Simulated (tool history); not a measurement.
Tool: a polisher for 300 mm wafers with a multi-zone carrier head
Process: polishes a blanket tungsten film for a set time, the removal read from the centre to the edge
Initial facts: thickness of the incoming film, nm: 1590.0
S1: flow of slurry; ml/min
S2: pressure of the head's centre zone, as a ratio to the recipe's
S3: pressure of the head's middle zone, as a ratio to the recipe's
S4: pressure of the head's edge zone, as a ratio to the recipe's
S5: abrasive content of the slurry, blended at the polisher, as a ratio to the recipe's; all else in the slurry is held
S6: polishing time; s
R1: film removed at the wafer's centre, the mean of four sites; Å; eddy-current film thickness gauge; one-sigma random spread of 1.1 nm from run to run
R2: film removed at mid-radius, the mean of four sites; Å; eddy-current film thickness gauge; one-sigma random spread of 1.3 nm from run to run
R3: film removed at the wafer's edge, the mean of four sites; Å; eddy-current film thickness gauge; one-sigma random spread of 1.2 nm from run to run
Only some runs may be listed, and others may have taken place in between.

| run | hour | S1 | S2 | S3 | S4 | S5 | S6 | R1 | R2 | R3 |
|---|---|---|---|---|---|---|---|---|---|---|
| 1 | 0 | 245 | 1 | 1 | 1 | 1 | 51 | 2467.5 | 2484.4 | 2430.1 |
| 2 | 8.4 | 240 | 0.98 | 0.98 | 0.98 | 0.9 | 47 | 2195.3 | 2175.5 | 2192.5 |
| 3 | 17.2 | 240 | 0.93 | 0.98 | 0.98 | 0.9 | 47 | 2111.8 | 2188.8 | 2141.4 |
| 4 | 23 | 235 | 0.91 | 0.96 | 0.97 | 0.85 | 44 | 1871.2 | 1996.2 | 1981.6 |
| 5 | 31.6 | 235 | 0.95 | 0.96 | 0.97 | 0.85 | 44 | 1967.9 | 2015.2 | 2006.5 |
| 6 | 38.3 | 235 | 0.95 | 0.94 | 0.96 | 0.8 | 41 | 1838.4 | 1837.6 | 1824.2 |

Run 7, settings as shown, results not yet in. Your forecast:
| 7 | 41.8 | 235 | 0.95 | 0.94 | 0.96 | 0.8 | 41 | ? | ? | ? |

Run 7 produced R1 1796.8 Å, R2 1796.1 Å, R3 1826.3 Å.
